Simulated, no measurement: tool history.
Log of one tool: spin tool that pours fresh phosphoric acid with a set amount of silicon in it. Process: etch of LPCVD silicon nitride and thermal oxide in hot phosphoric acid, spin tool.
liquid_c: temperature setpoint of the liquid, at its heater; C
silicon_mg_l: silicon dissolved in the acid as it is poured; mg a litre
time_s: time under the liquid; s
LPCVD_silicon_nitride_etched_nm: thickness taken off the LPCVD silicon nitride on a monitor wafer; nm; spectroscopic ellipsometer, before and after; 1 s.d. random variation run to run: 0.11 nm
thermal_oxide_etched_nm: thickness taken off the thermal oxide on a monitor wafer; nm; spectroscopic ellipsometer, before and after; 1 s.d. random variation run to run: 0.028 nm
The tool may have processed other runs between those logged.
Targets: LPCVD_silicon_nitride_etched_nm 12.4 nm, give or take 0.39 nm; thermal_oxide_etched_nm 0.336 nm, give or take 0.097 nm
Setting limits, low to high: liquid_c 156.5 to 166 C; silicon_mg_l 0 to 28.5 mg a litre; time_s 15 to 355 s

run  hour  liquid_c  silicon_mg_l  time_s  LPCVD_silicon_nitride_etched_nm  thermal_oxide_etched_nm
  1     0       161          12.5     180                           16.977                  0.39037
  2   1.8     160.5            10     170                            15.72                   0.3758
  3  10.6       160           7.5     160                           14.604                  0.28035
  4  18.2       160           7.5     230                           20.984                  0.49104
  5  21.4       160             4     230                           20.895                  0.48396
  6  25.4     160.5             3     195                           18.024                  0.44455
  7  29.1     160.5             2     170                           15.869                  0.44384
  8  36.1     160.5           1.5     160                           14.717                  0.38874
  9    45     160.5             1     150                           13.734                  0.36388
 10  45.9     160.5           0.5     145                           13.535                  0.40691

Exercise: of the 4 proposed moves below, exactly one satisfies all targets within the stated allowed misses. Which move is it?
  A  46.8     161.5             4     130                                ?                        ?
  B  46.8     160.5             0     125                                ?                        ?
  C  46.8     156.5            25     155                                ?                        ?
  D  46.8     162.5           5.5     115                                ?                        ?

move  LPCVD_silicon_nitride_etched_nm  thermal_oxide_etched_nm
   A                           12.764                  0.33892
   B                           11.869                  0.32645
   C                           12.856                  0.16382
   D                           11.673                  0.31316
A: every result lands within tolerance
B: pushes the last run's worst result past its target
C: closer than the last run, but not yet in spec
D: pushes the last run's worst result past its target
Move A is the one to make.
